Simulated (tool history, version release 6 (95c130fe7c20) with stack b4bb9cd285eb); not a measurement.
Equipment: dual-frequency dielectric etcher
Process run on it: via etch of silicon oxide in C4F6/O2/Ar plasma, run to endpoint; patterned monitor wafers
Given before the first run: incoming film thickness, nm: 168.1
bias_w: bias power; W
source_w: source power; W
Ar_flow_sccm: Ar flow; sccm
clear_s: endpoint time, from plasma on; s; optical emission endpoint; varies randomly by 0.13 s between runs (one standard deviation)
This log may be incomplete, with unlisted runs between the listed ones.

run  hour  bias_w  source_w  Ar_flow_sccm  clear_s
  1   0.0     566       370           331   30.947
  2   8.8     566       370           287   30.470
  3  12.7     624       400           280   27.616
  4  21.5     667       400           280   26.708
  5  28.7     667       400           301   27.176
  6  30.2     667       400           322   27.058
  7  36.0     700       410           321   26.145
  8  42.5     724       420           320   25.590
  9  45.0     742       430           319   24.829

Run 10 is up next; what results do you expect?
 10  51.7     755       430           319        ?

Run 10 gave clear_s 24.767 s.

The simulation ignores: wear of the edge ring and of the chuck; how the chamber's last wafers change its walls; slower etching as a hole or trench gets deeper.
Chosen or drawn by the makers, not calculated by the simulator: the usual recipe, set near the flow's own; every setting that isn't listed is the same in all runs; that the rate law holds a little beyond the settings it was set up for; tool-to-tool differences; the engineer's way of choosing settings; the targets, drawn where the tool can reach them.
